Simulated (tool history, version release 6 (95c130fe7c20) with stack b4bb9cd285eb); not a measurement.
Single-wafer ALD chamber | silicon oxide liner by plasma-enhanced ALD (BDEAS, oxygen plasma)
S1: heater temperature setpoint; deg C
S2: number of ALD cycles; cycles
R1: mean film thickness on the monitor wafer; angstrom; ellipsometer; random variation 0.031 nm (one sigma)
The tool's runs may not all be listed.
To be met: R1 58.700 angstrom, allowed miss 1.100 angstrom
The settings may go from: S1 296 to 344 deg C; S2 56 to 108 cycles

run 1 hour=0.0 | S1=320 S2=82 | R1=78.379
run 2 hour=4.0 | S1=327 S2=82 | R1=76.592
run 3 hour=8.6 | S1=329 S2=78 | R1=73.216
run 4 hour=14.2 | S1=334 S2=78 | R1=72.911
run 5 hour=19.9 | S1=334 S2=74 | R1=68.463
run 6 hour=27.2 | S1=334 S2=84 | R1=77.774
run 7 hour=31.0 | S1=335 S2=79 | R1=73.327
run 8 hour=33.5 | S1=335 S2=75 | R1=69.600
run 9 hour=41.3 | S1=335 S2=72 | R1=66.772
run 10 hour=44.3 | S1=335 S2=70 | R1=64.926
run 11 hour=51.8 | S1=335 S2=68 | R1=63.033
run 12 hour=57.5 | S1=335 S2=67 | R1=62.599
run 13 hour=63.4 | S1=335 S2=66 | R1=61.412
run 14 hour=65.1 | S1=335 S2=65 | R1=60.528

Which of these 5 next moves meets every target?
run A hour=66.8 | S1=327 S2=66 | R1=?
run B hour=66.8 | S1=333 S2=63 | R1=?
run C hour=66.8 | S1=323 S2=68 | R1=?
run D hour=66.8 | S1=339 S2=61 | R1=?
run E hour=66.8 | S1=330 S2=66 | R1=?

move=A R1=61.479
move=B R1=58.235
move=C R1=63.666
move=D R1=55.951
move=E R1=61.244
A: further off than the last run
B: meets every target
C: further off than the last run
D: takes the result that was furthest off past its target
E: further off than the last run
Move B is the one to make.
